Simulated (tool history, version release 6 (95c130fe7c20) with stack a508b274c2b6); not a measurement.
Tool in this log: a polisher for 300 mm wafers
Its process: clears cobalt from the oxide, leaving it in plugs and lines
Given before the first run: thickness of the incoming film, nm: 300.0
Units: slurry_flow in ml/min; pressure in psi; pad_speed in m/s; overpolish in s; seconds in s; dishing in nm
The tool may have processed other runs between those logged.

run,day,slurry_flow,pressure,pad_speed,overpolish,seconds,dishing
1,0.000,235,1.6,0.80,14,99.539,31.085
2,0.112,235,1.6,0.80,16,100.110,35.307
3,0.408,275,1.6,0.80,16,98.470,34.806
4,0.546,245,1.6,0.80,16,97.358,34.776
5,0.617,245,1.4,0.80,15,108.230,30.247
6,0.742,245,1.4,0.62,15,140.090,25.993

The next listed run, before its measurement:
7,1.108,245,1.3,0.62,15,?,?

For run 7 the tool returned seconds 143.820 s, dishing 24.930 nm.
